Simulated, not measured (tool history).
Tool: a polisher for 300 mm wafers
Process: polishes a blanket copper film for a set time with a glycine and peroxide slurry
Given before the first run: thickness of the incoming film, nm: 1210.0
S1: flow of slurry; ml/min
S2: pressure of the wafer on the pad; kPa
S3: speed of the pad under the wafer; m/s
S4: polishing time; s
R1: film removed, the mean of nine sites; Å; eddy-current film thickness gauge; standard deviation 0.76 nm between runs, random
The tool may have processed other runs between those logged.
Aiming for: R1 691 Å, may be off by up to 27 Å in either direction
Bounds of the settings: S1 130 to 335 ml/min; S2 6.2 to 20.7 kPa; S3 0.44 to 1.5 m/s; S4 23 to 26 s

Run 1, hour 0: S1 215 ml/min, S2 13.1 kPa, S3 0.96 m/s, S4 26 s. Result: R1 892.58 Å.
Run 2, hour 5.4: S1 215 ml/min, S2 12.4 kPa, S3 0.96 m/s, S4 26 s. Result: R1 835.25 Å.
Run 3, hour 6.8: S1 215 ml/min, S2 11.7 kPa, S3 0.96 m/s, S4 26 s. Result: R1 816.52 Å.
Run 4, hour 14.5: S1 215 ml/min, S2 11.7 kPa, S3 0.96 m/s, S4 23 s. Result: R1 737.79 Å.
Run 5, hour 17.3: S1 215 ml/min, S2 13.1 kPa, S3 0.96 m/s, S4 23 s. Result: R1 793.4 Å.
Run 6, hour 26: S1 215 ml/min, S2 15.9 kPa, S3 0.96 m/s, S4 23 s. Result: R1 923.44 Å.
Run 7, hour 32.6: S1 215 ml/min, S2 14.5 kPa, S3 0.96 m/s, S4 23 s. Result: R1 837.61 Å.
Run 8, hour 37.8: S1 215 ml/min, S2 13.8 kPa, S3 0.96 m/s, S4 23 s. Result: R1 818.69 Å.
Run 9, hour 41.1: S1 215 ml/min, S2 13.1 kPa, S3 0.96 m/s, S4 23 s. Result: R1 785.56 Å.
Run 10, hour 48.4: S1 215 ml/min, S2 12.4 kPa, S3 0.96 m/s, S4 23 s. Result: R1 754.3 Å.
Run 11, hour 56.8: S1 215 ml/min, S2 11.7 kPa, S3 0.96 m/s, S4 23 s. Result: R1 734.25 Å.

Which of these 5 next moves meets every target?
Run A, hour 65.2: S1 190 ml/min, S2 12.4 kPa, S3 0.96 m/s, S4 24 s. Result: R1 ?.
Run B, hour 65.2: S1 220 ml/min, S2 11.7 kPa, S3 0.9 m/s, S4 23 s. Result: R1 ?.
Run C, hour 65.2: S1 235 ml/min, S2 11.7 kPa, S3 0.86 m/s, S4 26 s. Result: R1 ?.
Run D, hour 65.2: S1 180 ml/min, S2 11.7 kPa, S3 1 m/s, S4 25 s. Result: R1 ?.
Run E, hour 65.2: S1 240 ml/min, S2 11.7 kPa, S3 1.02 m/s, S4 23 s. Result: R1 ?.

move      R1
   A  766.99
   B  689.24
   C  762.58
   D  780.65
   E  758.51
A: further off than the last run
B: every result within its allowed miss
C: further off than the last run
D: further off than the last run
E: further off than the last run
Move B is the one to make.
